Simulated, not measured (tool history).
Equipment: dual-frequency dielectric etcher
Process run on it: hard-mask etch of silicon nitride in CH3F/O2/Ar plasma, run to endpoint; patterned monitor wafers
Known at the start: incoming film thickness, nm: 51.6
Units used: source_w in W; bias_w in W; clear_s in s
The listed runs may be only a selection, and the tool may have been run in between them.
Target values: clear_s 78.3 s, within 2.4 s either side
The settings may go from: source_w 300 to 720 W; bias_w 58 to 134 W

run	hour	source_w	bias_w	clear_s
1	0	510	96	64.7
2	4	580	96	61.04
3	12.1	580	89	63.577
4	17.7	500	89	66.298
5	25.2	480	86	67.779
6	30.3	460	83	69.162
7	32.8	440	81	71.264
8	34.9	430	80	72.277
9	37.1	420	79	73.88
10	46	410	78	74.225
11	47	400	77	75.625

5 candidate next runs follow, results not yet known. Just one meets every target within its allowed miss. Identify it.
A	48	400	86	?
B	48	300	96	?
C	48	420	93	?
D	48	410	80	?
E	48	420	86	?

move	clear_s
A	73.236
B	78.721
C	70.171
D	74.184
E	71.908
A: further off than the last run
B: all results land within tolerance of their targets
C: further off than the last run
D: further off than the last run
E: further off than the last run
So the answer is move B, the one that meets all the targets.
